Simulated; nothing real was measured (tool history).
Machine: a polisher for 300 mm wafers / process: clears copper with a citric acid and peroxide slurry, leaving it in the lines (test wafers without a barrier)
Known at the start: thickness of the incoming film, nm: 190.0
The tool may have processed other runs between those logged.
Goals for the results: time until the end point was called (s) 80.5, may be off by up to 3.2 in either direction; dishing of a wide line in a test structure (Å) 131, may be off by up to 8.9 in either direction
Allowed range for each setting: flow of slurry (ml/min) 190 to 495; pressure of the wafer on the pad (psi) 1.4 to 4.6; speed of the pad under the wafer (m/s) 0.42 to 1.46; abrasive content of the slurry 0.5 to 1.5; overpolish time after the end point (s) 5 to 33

run	hour	flow of slurry (ml/min)	pressure of the wafer on the pad (psi)	speed of the pad under the wafer (m/s)	abrasive content of the slurry	overpolish time after the end point (s)	time until the end point was called (s)	dishing of a wide line in a test structure (Å)
1	0	320	3	0.94	1	17	110.58	210.67
2	1.9	320	3.2	0.94	1	14	107.86	183.27
3	9.4	320	3.2	0.72	1	14	125.04	165.49
4	11	320	3.2	0.72	0.85	14	132.16	156.7
5	16.7	320	3.2	0.5	0.85	14	162.75	132.21
6	21.5	320	3.7	0.5	0.85	14	149.12	147.36
7	28.1	330	2.9	0.76	0.95	6	135.61	68.443
8	33	330	3.3	0.78	0.95	6	118.02	77.648
9	38.1	330	3.6	0.8	0.95	6	110.67	85.601
10	45.6	330	3.8	0.82	0.95	6	103.92	89.429
11	52.2	330	4	0.84	0.95	6	96.103	95.081
12	54.7	330	4.6	0.86	0.95	10	85.037	175.86
13	56	330	4.6	0.86	0.95	10	85.038	171.53
14	60.6	330	4.6	0.88	0.95	9	82.379	163.59
15	68.3	330	4.6	0.88	0.95	8	81.9	144.29

Exercise: of the 4 proposed moves below, exactly one satisfies all targets within the stated allowed misses. Which move is it?
A	76	250	4.1	1.04	0.9	10	?	?
B	76	295	4.6	0.98	0.9	9	?	?
C	76	320	4.6	0.92	1.05	8	?	?
D	76	320	3.9	1.08	1.05	7	?	?

move	time until the end point was called (s)	dishing of a wide line in a test structure (Å)
A	86.766	173.7
B	80.879	168.56
C	80.393	152.45
D	82.902	131.05
A: its largest miss is bigger than the last run's
B: its largest miss is bigger than the last run's
C: its largest miss is bigger than the last run's
D: every result within its allowed miss
Move D is the one to make.
